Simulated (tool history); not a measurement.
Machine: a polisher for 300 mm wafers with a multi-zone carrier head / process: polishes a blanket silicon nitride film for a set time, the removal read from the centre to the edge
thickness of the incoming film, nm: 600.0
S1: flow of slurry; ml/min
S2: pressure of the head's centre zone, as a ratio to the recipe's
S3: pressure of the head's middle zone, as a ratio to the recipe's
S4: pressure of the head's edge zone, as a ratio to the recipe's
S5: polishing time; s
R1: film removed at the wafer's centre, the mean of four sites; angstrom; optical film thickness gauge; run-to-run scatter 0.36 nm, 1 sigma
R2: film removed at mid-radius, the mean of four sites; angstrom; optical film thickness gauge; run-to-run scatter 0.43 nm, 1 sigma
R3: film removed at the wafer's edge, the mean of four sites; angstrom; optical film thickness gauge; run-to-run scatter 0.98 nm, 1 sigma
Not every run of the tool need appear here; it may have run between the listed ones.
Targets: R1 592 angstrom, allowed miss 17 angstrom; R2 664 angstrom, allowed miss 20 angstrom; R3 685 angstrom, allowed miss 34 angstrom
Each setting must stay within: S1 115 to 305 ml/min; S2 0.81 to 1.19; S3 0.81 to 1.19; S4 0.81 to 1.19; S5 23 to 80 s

run 1 hour=0 | S1=195 S2=1 S3=1 S4=1 S5=51 | R1=1372 R2=1409.6 R3=1384.7
run 2 hour=5.5 | S1=195 S2=0.91 S3=1 S4=1 S5=51 | R1=1242.7 R2=1418 R3=1384.5
run 3 hour=12.5 | S1=195 S2=0.91 S3=1 S4=1.05 S5=51 | R1=1243.1 R2=1426.9 R3=1418.7
run 4 hour=19.3 | S1=195 S2=0.91 S3=0.96 S4=1.05 S5=51 | R1=1245.9 R2=1391.4 R3=1419.5
run 5 hour=27.5 | S1=195 S2=0.91 S3=1.01 S4=1.05 S5=51 | R1=1244.3 R2=1435.5 R3=1417.3
run 6 hour=32.9 | S1=170 S2=0.88 S3=0.95 S4=0.97 S5=42 | R1=978.78 R2=1101.8 R3=1148
run 7 hour=36.5 | S1=155 S2=0.86 S3=0.93 S4=0.92 S5=36 | R1=797.01 R2=922.23 R3=942.77
run 8 hour=37.8 | S1=150 S2=0.86 S3=0.91 S4=0.89 S5=32 | R1=705.67 R2=800.03 R3=810.76
run 9 hour=42.4 | S1=145 S2=0.85 S3=0.89 S4=0.87 S5=31 | R1=669.79 R2=767.16 R3=750.9
run 10 hour=47.7 | S1=145 S2=0.85 S3=0.89 S4=0.87 S5=31 | R1=672.02 R2=770.63 R3=774.72
run 11 hour=50.5 | S1=140 S2=0.84 S3=0.87 S4=0.86 S5=30 | R1=630.47 R2=725.9 R3=726.86
run 12 hour=55.5 | S1=140 S2=0.84 S3=0.87 S4=0.86 S5=30 | R1=637.96 R2=725.58 R3=728.9
run 13 hour=60.2 | S1=125 S2=0.81 S3=0.82 S4=0.82 S5=28 | R1=560.63 R2=633.53 R3=677.43
run 14 hour=66 | S1=135 S2=0.81 S3=0.82 S4=0.82 S5=28 | R1=567.1 R2=653.6 R3=682.65
run 15 hour=68.5 | S1=135 S2=0.81 S3=0.82 S4=0.82 S5=28 | R1=562.67 R2=644.67 R3=683.72

5 next moves are on the table. One of them brings every result within its allowed miss. Which?
run A hour=71 | S1=120 S2=0.86 S3=0.81 S4=1 S5=29 | R1=? R2=? R3=?
run B hour=71 | S1=125 S2=0.97 S3=1.06 S4=0.81 S5=25 | R1=? R2=? R3=?
run C hour=71 | S1=190 S2=0.85 S3=0.87 S4=0.91 S5=26 | R1=? R2=? R3=?
run D hour=71 | S1=225 S2=0.87 S3=0.91 S4=0.81 S5=23 | R1=? R2=? R3=?
run E hour=71 | S1=120 S2=0.81 S3=0.87 S4=0.91 S5=28 | R1=? R2=? R3=?

move=A R1=606.05 R2=653.43 R3=750.92
move=B R1=596.87 R2=674.63 R3=603.82
move=C R1=591.6 R2=666.61 R3=691.15
move=D R1=549.99 R2=620.82 R3=597.74
move=E R1=551.01 R2=659.48 R3=700.35
A: the furthest-off result lands on target, but another misses its tolerance
B: the furthest-off result lands on target, but another misses its tolerance
C: all results in spec
D: lands further from the targets than the last run did
E: lands further from the targets than the last run did
Correct choice: C, which meets every target

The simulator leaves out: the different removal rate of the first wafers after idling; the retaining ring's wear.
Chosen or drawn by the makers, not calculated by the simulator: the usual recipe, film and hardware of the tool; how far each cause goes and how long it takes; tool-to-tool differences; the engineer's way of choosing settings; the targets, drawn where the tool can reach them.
